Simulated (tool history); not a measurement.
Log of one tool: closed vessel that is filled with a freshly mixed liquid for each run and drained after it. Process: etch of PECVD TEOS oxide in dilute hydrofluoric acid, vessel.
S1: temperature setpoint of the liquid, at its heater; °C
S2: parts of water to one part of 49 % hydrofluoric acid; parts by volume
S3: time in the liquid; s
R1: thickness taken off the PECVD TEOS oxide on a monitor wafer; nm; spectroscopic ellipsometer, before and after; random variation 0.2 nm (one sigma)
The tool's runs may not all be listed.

{"run": 1, "hour": 0.0, "S1": 24.0, "S2": 125, "S3": 225, "R1": 22.394}
{"run": 2, "hour": 6.7, "S1": 25.0, "S2": 120, "S3": 225, "R1": 24.266}
{"run": 3, "hour": 7.3, "S1": 25.0, "S2": 120, "S3": 225, "R1": 24.43}
{"run": 4, "hour": 11.8, "S1": 25.5, "S2": 115, "S3": 225, "R1": 26.173}
{"run": 5, "hour": 13.1, "S1": 26.0, "S2": 110, "S3": 225, "R1": 27.966}
{"run": 6, "hour": 20.9, "S1": 26.5, "S2": 105, "S3": 225, "R1": 29.841}
{"run": 7, "hour": 23.8, "S1": 27.0, "S2": 100, "S3": 225, "R1": 32.227}
{"hour": 30.8, "done": "thermometer replaced"}
{"run": 8, "hour": 30.8, "S1": 31.0, "S2": 65, "S3": 225, "R1": 56.367}

Forecast run 9:
{"run": 9, "hour": 32.6, "S1": 30.0, "S2": 65, "S3": 225, "R1": "?"}

R1: 53.739 nm
